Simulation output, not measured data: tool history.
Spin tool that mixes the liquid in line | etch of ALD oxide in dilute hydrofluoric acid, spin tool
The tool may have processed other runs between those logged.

run,hour,temperature setpoint of the liquid (C),parts of water to one part of 49 % hydrofluoric acid (parts by volume),time under the liquid (s),thickness taken off the ALD oxide on a monitor wafer (nm)
1,0.0,24.0,200,80,11.4100
2,8.7,22.5,200,80,10.7240
3,11.3,22.5,150,80,15.0630
4,19.5,22.5,150,85,16.2160
5,23.0,19.0,150,85,14.0970
6,28.9,19.0,175,85,11.6870
7,37.4,18.5,180,85,11.1130

Estimate the outcome of run 8 from the log above:
8,42.8,17.0,215,85,?

{"run 8": {"thickness taken off the ALD oxide on a monitor wafer (nm)": 8.4715}}

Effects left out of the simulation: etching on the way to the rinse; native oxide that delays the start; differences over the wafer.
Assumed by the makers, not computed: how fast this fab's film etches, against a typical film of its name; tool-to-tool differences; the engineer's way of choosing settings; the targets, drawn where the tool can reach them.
